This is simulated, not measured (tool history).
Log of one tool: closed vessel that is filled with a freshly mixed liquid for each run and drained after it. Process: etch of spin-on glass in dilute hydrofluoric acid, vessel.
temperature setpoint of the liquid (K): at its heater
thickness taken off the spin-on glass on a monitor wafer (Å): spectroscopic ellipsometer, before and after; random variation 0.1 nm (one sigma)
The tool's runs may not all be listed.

run	hour	temperature setpoint of the liquid (K)	parts of water to one part of 49 % hydrofluoric acid (parts by volume)	time in the liquid (s)	thickness taken off the spin-on glass on a monitor wafer (Å)
1	0	296.15	200	95	174.7
2	7.7	294.65	200	95	167.5
3	8.5	294.65	200	95	164.64
4	15.2	294.65	155	95	224
5	19	294.65	155	95	222.99
6	25.7	294.15	160	95	208.83

Forecast run 7:
7	32.2	290.15	205	95	?

thickness taken off the spin-on glass on a monitor wafer (Å): 133.41
